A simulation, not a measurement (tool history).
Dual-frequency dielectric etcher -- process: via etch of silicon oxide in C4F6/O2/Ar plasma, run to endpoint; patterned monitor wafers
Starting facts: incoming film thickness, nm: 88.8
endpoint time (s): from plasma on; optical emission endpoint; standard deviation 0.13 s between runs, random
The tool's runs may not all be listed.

| run | day | bias power (kW) | source power (kW) | Ar flow (sccm) | endpoint time (s) |
|---|---|---|---|---|---|
| 1 | 0 | 0.365 | 0.45 | 354 | 21.728 |
| 2 | 0.225 | 0.324 | 0.43 | 358 | 23.206 |
| 3 | 0.525 | 0.381 | 0.43 | 358 | 21.701 |
| 4 | 0.712 | 0.381 | 0.43 | 334 | 21.63 |
| 5 | 0.758 | 0.336 | 0.42 | 336 | 22.819 |
| 6 | 1.054 | 0.304 | 0.41 | 337 | 23.986 |

Run 7 is up next; what results do you expect?
|  | 1.254 | bias power generator calibrated |
| 7 | 1.254 | 0.241 | 0.4 | 339 | ? |

{"run 7": {"endpoint time (s)": 26.946}}
